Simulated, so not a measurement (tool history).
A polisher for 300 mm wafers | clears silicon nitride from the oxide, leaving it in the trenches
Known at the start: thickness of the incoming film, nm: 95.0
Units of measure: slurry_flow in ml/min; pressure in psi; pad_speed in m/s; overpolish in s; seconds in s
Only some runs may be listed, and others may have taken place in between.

Run 1, hour 0.0: slurry_flow 210 ml/min, pressure 3.4 psi, pad_speed 0.92 m/s, overpolish 6 s. Result: seconds 97.437 s.
Run 2, hour 2.8: slurry_flow 210 ml/min, pressure 3.4 psi, pad_speed 1.08 m/s, overpolish 6 s. Result: seconds 87.324 s.
Run 3, hour 4.4: slurry_flow 210 ml/min, pressure 3.6 psi, pad_speed 1.08 m/s, overpolish 6 s. Result: seconds 82.530 s.
Run 4, hour 8.9: slurry_flow 210 ml/min, pressure 3.8 psi, pad_speed 1.08 m/s, overpolish 6 s. Result: seconds 79.008 s.
Run 5, hour 15.6: slurry_flow 210 ml/min, pressure 3.8 psi, pad_speed 1.08 m/s, overpolish 5 s. Result: seconds 78.985 s.
Run 6, hour 21.6: slurry_flow 210 ml/min, pressure 4.0 psi, pad_speed 1.08 m/s, overpolish 5 s. Result: seconds 76.787 s.
Run 7, hour 26.3: slurry_flow 210 ml/min, pressure 4.2 psi, pad_speed 1.08 m/s, overpolish 5 s. Result: seconds 74.828 s.
Run 8, hour 28.6: slurry_flow 210 ml/min, pressure 4.4 psi, pad_speed 1.08 m/s, overpolish 5 s. Result: seconds 71.391 s.
Run 9, hour 31.9: slurry_flow 210 ml/min, pressure 4.5 psi, pad_speed 1.08 m/s, overpolish 5 s. Result: seconds 70.143 s.
Run 10, hour 36.7: slurry_flow 210 ml/min, pressure 4.6 psi, pad_speed 1.08 m/s, overpolish 5 s. Result: seconds 69.107 s.

What will run 11 give?
Run 11, hour 43.6: slurry_flow 210 ml/min, pressure 4.7 psi, pad_speed 1.08 m/s, overpolish 5 s. Result: seconds ?.

{"run 11": {"seconds": 68.984}}
